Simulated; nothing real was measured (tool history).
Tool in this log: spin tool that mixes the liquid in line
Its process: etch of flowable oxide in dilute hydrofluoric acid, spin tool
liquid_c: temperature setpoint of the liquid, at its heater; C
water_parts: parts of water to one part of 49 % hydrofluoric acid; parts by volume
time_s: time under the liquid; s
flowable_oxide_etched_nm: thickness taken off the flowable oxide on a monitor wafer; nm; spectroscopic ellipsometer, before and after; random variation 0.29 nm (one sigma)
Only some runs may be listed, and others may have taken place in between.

run,hour,liquid_c,water_parts,time_s,flowable_oxide_etched_nm
1,0.0,22.0,145,50,9.5957
2,5.4,19.0,145,50,8.5702
3,7.7,20.5,130,50,10.4350
4,16.1,21.5,120,50,11.9540
5,17.0,21.5,165,50,8.2658
6,19.6,22.5,150,50,9.4811
7,23.7,26.5,95,50,18.5010
8,29.9,27.0,90,50,20.2720
9,32.0,27.5,85,50,22.5990
10,35.9,30.0,55,50,39.0770
11,39.1,29.5,55,50,37.9710
12,45.4,29.0,55,50,38.4600

Run 13 is up next; what results do you expect?
13,48.3,25.0,60,50,?

Run 13 produced flowable_oxide_etched_nm 29.3630 nm.
